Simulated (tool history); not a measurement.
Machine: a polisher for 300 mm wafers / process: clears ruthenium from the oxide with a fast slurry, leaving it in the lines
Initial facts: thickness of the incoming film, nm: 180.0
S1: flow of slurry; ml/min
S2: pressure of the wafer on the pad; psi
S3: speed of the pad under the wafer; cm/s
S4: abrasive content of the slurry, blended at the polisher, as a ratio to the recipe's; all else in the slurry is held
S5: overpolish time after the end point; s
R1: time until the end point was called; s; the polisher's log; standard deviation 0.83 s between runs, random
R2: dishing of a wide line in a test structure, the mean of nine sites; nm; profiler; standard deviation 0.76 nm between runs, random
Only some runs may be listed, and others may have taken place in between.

run,hour,S1,S2,S3,S4,S5,R1,R2
1,0.0,235,1.8,94,1.00,21,70.999,43.558
2,2.4,235,1.8,94,1.00,16,72.048,32.438
3,5.3,235,1.8,94,1.00,17,70.965,35.058
4,7.7,235,1.8,94,1.15,17,68.471,37.783
5,11.8,235,1.8,108,1.15,17,59.768,40.732
6,14.1,235,2.1,108,1.15,17,51.735,45.965
7,18.5,235,2.0,108,1.15,18,54.102,47.182
8,25.0,235,2.0,108,1.15,19,55.763,48.075
9,26.4,240,1.8,106,1.25,22,57.851,52.690

For run 10, what comes out?
10,33.0,235,1.6,104,1.25,24,?,?

Logged for run 10: R1 65.108 s, R2 51.687 nm.
